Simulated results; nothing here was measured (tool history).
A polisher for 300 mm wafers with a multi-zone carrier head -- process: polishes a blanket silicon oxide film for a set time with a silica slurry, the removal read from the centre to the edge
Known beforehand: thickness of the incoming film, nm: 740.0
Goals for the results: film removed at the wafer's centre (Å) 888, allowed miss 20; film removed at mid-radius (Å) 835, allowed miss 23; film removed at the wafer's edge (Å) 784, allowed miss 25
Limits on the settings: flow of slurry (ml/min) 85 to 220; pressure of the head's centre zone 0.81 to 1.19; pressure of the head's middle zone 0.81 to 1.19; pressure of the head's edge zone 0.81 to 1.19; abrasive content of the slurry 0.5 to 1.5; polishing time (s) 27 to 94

| run | hour | flow of slurry (ml/min) | pressure of the head's centre zone | pressure of the head's middle zone | pressure of the head's edge zone | abrasive content of the slurry | polishing time (s) | film removed at the wafer's centre (Å) | film removed at mid-radius (Å) | film removed at the wafer's edge (Å) |
|---|---|---|---|---|---|---|---|---|---|---|
| 1 | 0 | 140 | 1 | 1 | 1 | 1 | 60 | 1245.9 | 1235.2 | 1214.1 |
| 2 | 4 | 140 | 1 | 0.95 | 1 | 1 | 60 | 1253.6 | 1205.7 | 1244.8 |
| 3 | 12.4 | 140 | 1.06 | 0.95 | 1 | 1 | 60 | 1308.4 | 1196.2 | 1223.7 |
| 4 | 12.9 | 135 | 1.06 | 0.95 | 0.98 | 0.95 | 59 | 1250.1 | 1150.4 | 1151.7 |
| 5 | 20.1 | 130 | 1.06 | 0.94 | 0.96 | 0.9 | 58 | 1174 | 1059.8 | 1087.6 |
| 6 | 27.7 | 130 | 1.06 | 0.94 | 0.99 | 0.9 | 58 | 1180 | 1058.7 | 1106.7 |
| 7 | 32.9 | 125 | 1.06 | 0.95 | 0.97 | 0.85 | 58 | 1116.2 | 1038.4 | 1058.3 |
| 8 | 40.8 | 125 | 1.07 | 0.95 | 0.95 | 0.8 | 58 | 1099.3 | 985.67 | 1012.9 |
| 9 | 47.9 | 120 | 1.02 | 1.04 | 0.85 | 0.55 | 57 | 751.24 | 764.69 | 691.07 |
| 10 | 56.1 | 120 | 1.02 | 1.04 | 0.85 | 0.55 | 57 | 767.77 | 760.76 | 679.19 |
| 11 | 59.7 | 130 | 1.02 | 1.03 | 0.86 | 0.55 | 57 | 770.37 | 773.44 | 694.59 |
| 12 | 63.1 | 135 | 1.03 | 1.02 | 0.87 | 0.55 | 57 | 779.28 | 767.41 | 708.14 |
| 13 | 71.8 | 135 | 1.04 | 1.03 | 0.88 | 0.55 | 57 | 787.87 | 778.38 | 709.67 |

Which one of the following 4 next-run settings gets every result inside its allowed miss? There is exactly one.
| A | 80.5 | 120 | 0.98 | 0.99 | 0.88 | 0.55 | 64 | ? | ? | ? |
| B | 80.5 | 140 | 1.11 | 1.04 | 0.97 | 0.7 | 49 | ? | ? | ? |
| C | 80.5 | 135 | 0.98 | 1.04 | 0.93 | 0.5 | 59 | ? | ? | ? |
| D | 80.5 | 125 | 1.06 | 0.86 | 0.97 | 0.55 | 62 | ? | ? | ? |

| move | film removed at the wafer's centre (Å) | film removed at mid-radius (Å) | film removed at the wafer's edge (Å) |
|---|---|---|---|
| A | 810.94 | 831.81 | 768.93 |
| B | 878.53 | 837.71 | 771.34 |
| C | 694.32 | 740.13 | 668.8 |
| D | 847.77 | 721.28 | 784.54 |
A: an improvement on the last run, though not all results are within tolerance
B: hits every target within its allowed miss
C: misses by more than the last run did
D: neither nearer nor further off than the last run
B is the move that brings every result within its allowed miss.
